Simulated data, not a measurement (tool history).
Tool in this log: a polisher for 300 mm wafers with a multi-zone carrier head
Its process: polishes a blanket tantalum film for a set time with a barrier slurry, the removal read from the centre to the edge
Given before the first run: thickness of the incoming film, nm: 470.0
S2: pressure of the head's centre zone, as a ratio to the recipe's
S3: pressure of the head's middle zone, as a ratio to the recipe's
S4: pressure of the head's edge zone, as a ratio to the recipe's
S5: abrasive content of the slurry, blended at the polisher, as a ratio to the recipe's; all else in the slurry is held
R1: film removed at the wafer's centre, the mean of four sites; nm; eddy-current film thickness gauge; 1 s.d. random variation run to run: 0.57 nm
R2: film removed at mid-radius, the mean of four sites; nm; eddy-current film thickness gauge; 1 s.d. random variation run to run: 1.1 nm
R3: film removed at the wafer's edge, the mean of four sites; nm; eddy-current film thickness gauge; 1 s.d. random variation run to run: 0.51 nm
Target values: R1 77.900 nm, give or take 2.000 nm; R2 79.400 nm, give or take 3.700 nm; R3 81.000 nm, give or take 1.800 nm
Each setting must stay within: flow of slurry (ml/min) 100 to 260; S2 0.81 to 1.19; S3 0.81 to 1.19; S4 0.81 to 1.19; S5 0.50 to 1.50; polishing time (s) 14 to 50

Run 1, hour 0.0: flow of slurry (ml/min) 165, S2 1.00, S3 1.00, S4 1.00, S5 1.00, polishing time (s) 32. Result: R1 55.022 nm, R2 54.019 nm, R3 57.275 nm.
Run 2, hour 5.9: flow of slurry (ml/min) 165, S2 1.00, S3 1.04, S4 1.00, S5 1.00, polishing time (s) 32. Result: R1 55.063 nm, R2 56.286 nm, R3 57.787 nm.
Run 3, hour 11.9: flow of slurry (ml/min) 180, S2 1.02, S3 1.07, S4 1.05, S5 1.15, polishing time (s) 33. Result: R1 61.142 nm, R2 62.778 nm, R3 63.973 nm.
Run 4, hour 15.1: flow of slurry (ml/min) 180, S2 1.02, S3 1.11, S4 1.05, S5 1.15, polishing time (s) 33. Result: R1 61.516 nm, R2 66.513 nm, R3 64.326 nm.
Run 5, hour 19.4: flow of slurry (ml/min) 155, S2 1.02, S3 1.11, S4 1.05, S5 1.15, polishing time (s) 33. Result: R1 60.586 nm, R2 64.241 nm, R3 63.175 nm.
Run 6, hour 21.2: flow of slurry (ml/min) 155, S2 1.02, S3 1.11, S4 1.05, S5 1.05, polishing time (s) 33. Result: R1 58.750 nm, R2 62.219 nm, R3 61.442 nm.
Run 7, hour 27.3: flow of slurry (ml/min) 170, S2 1.04, S3 1.11, S4 1.09, S5 1.15, polishing time (s) 33. Result: R1 61.096 nm, R2 65.648 nm, R3 64.178 nm.
Run 8, hour 35.4: flow of slurry (ml/min) 180, S2 1.05, S3 1.10, S4 1.11, S5 1.25, polishing time (s) 34. Result: R1 66.813 nm, R2 67.402 nm, R3 69.860 nm.
Run 9, hour 37.9: flow of slurry (ml/min) 190, S2 1.06, S3 1.12, S4 1.13, S5 1.30, polishing time (s) 34. Result: R1 68.768 nm, R2 70.289 nm, R3 71.792 nm.
Run 10, hour 41.4: flow of slurry (ml/min) 240, S2 1.09, S3 1.14, S4 1.19, S5 1.50, polishing time (s) 34. Result: R1 75.508 nm, R2 76.366 nm, R3 78.120 nm.

5 next moves are on the table. One of them brings every result within its allowed miss. Which?
Run A, hour 44.9: flow of slurry (ml/min) 255, S2 1.13, S3 1.08, S4 1.19, S5 1.50, polishing time (s) 34. Result: R1 ?, R2 ?, R3 ?.
Run B, hour 44.9: flow of slurry (ml/min) 205, S2 1.03, S3 1.18, S4 1.19, S5 1.50, polishing time (s) 36. Result: R1 ?, R2 ?, R3 ?.
Run C, hour 44.9: flow of slurry (ml/min) 205, S2 1.03, S3 1.19, S4 1.19, S5 1.50, polishing time (s) 35. Result: R1 ?, R2 ?, R3 ?.
Run D, hour 44.9: flow of slurry (ml/min) 245, S2 1.08, S3 1.14, S4 1.19, S5 1.30, polishing time (s) 37. Result: R1 ?, R2 ?, R3 ?.
Run E, hour 44.9: flow of slurry (ml/min) 235, S2 1.13, S3 1.17, S4 1.13, S5 1.50, polishing time (s) 34. Result: R1 ?, R2 ?, R3 ?.

move      R1      R2      R3
   A  78.652  74.350  78.068
   B  74.751  82.255  81.043
   C  72.679  80.498  78.782
   D  78.917  80.934  81.533
   E  77.920  78.389  75.415
A: no better and no worse than the last run
B: corrects the largest miss of the last run, while another result sits out of spec
C: its largest miss is bigger than the last run's
D: all results land within tolerance of their targets
E: its largest miss is bigger than the last run's
The move that meets every target is D.

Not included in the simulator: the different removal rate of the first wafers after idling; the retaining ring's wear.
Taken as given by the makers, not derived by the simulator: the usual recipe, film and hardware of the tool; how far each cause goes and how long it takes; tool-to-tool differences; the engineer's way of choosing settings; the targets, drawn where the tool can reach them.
